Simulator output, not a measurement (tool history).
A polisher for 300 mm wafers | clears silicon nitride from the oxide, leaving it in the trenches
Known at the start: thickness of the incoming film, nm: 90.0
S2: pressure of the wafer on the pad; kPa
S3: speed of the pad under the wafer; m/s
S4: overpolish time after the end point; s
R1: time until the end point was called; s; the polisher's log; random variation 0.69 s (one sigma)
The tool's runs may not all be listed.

run 1 hour=0.0 | flow_of_slurry_(ml/min)=155 S2=21.4 S3=1.22 S4=28 | R1=75.288
run 2 hour=5.9 | flow_of_slurry_(ml/min)=155 S2=24.1 S3=1.24 S4=28 | R1=67.646
run 3 hour=7.7 | flow_of_slurry_(ml/min)=155 S2=24.1 S3=1.24 S4=28 | R1=67.248
run 4 hour=11.4 | flow_of_slurry_(ml/min)=155 S2=24.1 S3=1.52 S4=28 | R1=57.743
run 5 hour=17.9 | flow_of_slurry_(ml/min)=155 S2=26.2 S3=1.52 S4=28 | R1=52.191
run 6 hour=20.5 | flow_of_slurry_(ml/min)=155 S2=26.2 S3=1.52 S4=28 | R1=52.803
run 7 hour=22.3 | flow_of_slurry_(ml/min)=155 S2=27.6 S3=1.52 S4=28 | R1=49.136
run 8 hour=29.1 | flow_of_slurry_(ml/min)=155 S2=28.3 S3=1.52 S4=28 | R1=49.117

Run 9 comes next. What will it give?
run 9 hour=35.5 | flow_of_slurry_(ml/min)=155 S2=29.0 S3=1.52 S4=28 | R1=?

Run 9 gave R1 48.098 s.
